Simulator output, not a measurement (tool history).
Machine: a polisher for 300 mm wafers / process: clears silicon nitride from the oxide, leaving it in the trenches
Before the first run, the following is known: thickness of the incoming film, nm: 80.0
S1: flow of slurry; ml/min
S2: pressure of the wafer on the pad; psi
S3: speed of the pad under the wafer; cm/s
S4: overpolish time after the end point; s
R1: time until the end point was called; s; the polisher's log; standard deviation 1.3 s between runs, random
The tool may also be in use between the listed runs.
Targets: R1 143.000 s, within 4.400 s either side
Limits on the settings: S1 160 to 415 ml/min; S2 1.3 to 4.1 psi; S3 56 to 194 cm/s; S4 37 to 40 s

run	day	S1	S2	S3	S4	R1
1	0.000	265	2.7	124	37	86.264
2	0.175	265	3.2	124	37	74.953
3	0.458	265	2.7	122	37	88.584
4	0.758	265	2.4	120	37	99.049
5	1.108	265	2.1	120	37	112.340
6	1.454	265	2.1	120	37	114.360
7	1.825	265	2.0	120	37	119.720
8	2.004	265	1.9	120	37	122.140
9	2.333	265	1.8	120	37	127.730
# day 2.579: slurry nozzle cleaned
10	2.579	265	1.7	120	37	129.810
11	2.879	265	1.6	120	37	134.530
12	3.000	260	1.4	120	37	154.720

Pick the move, out of 5, that brings all results within their allowed miss; only one does.
A	3.121	300	1.3	128	37	?
B	3.121	260	1.4	122	37	?
C	3.121	240	2.1	80	40	?
D	3.121	310	1.3	108	38	?
E	3.121	385	1.7	106	37	?

move	R1
A	152.520
B	152.640
C	163.800
D	179.250
E	143.420
A: an improvement on the last run, though not all results are within tolerance
B: an improvement on the last run, though not all results are within tolerance
C: further off than the last run
D: further off than the last run
E: all results land within tolerance of their targets
The move that meets every target is E.
